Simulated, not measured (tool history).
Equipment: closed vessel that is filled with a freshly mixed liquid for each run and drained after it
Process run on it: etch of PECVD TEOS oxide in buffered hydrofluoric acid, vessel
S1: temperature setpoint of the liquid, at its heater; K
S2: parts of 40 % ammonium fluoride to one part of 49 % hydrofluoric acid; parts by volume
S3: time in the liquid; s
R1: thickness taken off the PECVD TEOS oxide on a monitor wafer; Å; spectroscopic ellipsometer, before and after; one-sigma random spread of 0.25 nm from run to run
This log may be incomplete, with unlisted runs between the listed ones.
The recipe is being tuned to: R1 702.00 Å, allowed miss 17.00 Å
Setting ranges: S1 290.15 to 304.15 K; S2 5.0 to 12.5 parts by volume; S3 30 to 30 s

run  hour      S1   S2  S3       R1
  1   0.0  296.15  7.5  30  1130.20
  2   1.1  294.15  7.5  30  1014.50
  3   2.3  296.65  7.5  30  1153.70
  4  11.5  295.65  7.5  30  1102.10
  5  18.1  294.65  7.5  30  1043.50
  6  22.6  294.65  7.5  30  1036.00
  7  30.8  294.15  7.5  30  1018.20
  8  38.6  293.65  7.5  30   990.80
  9  47.5  290.15  9.0  30   661.35
 10  51.4  290.65  9.0  30   681.61

Which of these 4 next moves meets every target?
  A  55.3  290.15   9.0  30   ?
  B  55.3  291.15  10.0  30   ?
  C  55.3  291.15   9.0  30   ?
  D  55.3  290.15   9.5  30   ?

move      R1
   A  665.83
   B  659.55
   C  704.82
   D  643.55
A: lands further from the targets than the last run did
B: lands further from the targets than the last run did
C: all results in spec
D: lands further from the targets than the last run did
Go with C: it meets all targets.
